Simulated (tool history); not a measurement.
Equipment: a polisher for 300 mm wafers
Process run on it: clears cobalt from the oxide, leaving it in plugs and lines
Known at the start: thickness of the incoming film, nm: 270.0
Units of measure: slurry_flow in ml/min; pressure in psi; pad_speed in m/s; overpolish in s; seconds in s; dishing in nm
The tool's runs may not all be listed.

| run | day | slurry_flow | pressure | pad_speed | overpolish | seconds | dishing |
|---|---|---|---|---|---|---|---|
| 1 | 0.000 | 310 | 2.5 | 0.84 | 18 | 51.568 | 61.872 |
| 2 | 0.246 | 310 | 2.4 | 0.84 | 16 | 52.429 | 57.339 |
| 3 | 0.475 | 390 | 2.4 | 0.84 | 16 | 51.951 | 57.924 |
| 4 | 0.788 | 360 | 2.3 | 0.84 | 14 | 55.723 | 51.797 |
| 5 | 1.125 | 360 | 2.3 | 0.84 | 20 | 53.632 | 64.215 |
| 6 | 1.429 | 350 | 2.2 | 0.84 | 18 | 56.955 | 58.141 |
| 7 | 1.708 | 260 | 1.5 | 0.84 | 9 | 84.855 | 25.977 |

Estimate the outcome of run 8 from the log above:
| 8 | 2.071 | 270 | 1.5 | 0.84 | 9 | ? | ? |

Logged for run 8: seconds 81.171 s, dishing 26.408 nm.
